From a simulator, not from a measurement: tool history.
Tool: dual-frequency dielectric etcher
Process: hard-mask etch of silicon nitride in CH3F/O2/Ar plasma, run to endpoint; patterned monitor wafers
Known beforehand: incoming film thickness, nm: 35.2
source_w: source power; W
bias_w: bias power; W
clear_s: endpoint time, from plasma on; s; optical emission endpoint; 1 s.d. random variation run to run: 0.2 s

| run | hour | source_w | bias_w | clear_s |
|---|---|---|---|---|
| 1 | 0 | 350 | 80 | 50.227 |
| 2 | 4 | 350 | 68 | 55.503 |
| 3 | 7.2 | 380 | 76 | 49.7 |
| 4 | 13.6 | 410 | 80 | 46.552 |
| 5 | 21.8 | 410 | 66 | 51.626 |
| 6 | 24.9 | 430 | 72 | 48.274 |
| 7 | 29.2 | 440 | 77 | 46.43 |
| 8 | 35.3 | 450 | 82 | 43.607 |
| 9 | 43.9 | 450 | 82 | 43.638 |
| 10 | 49.5 | 460 | 85 | 42.828 |

Estimate the outcome of run 11 from the log above:
| 11 | 52.6 | 470 | 88 | ? |

Run 11 yielded clear_s 41.195 s.

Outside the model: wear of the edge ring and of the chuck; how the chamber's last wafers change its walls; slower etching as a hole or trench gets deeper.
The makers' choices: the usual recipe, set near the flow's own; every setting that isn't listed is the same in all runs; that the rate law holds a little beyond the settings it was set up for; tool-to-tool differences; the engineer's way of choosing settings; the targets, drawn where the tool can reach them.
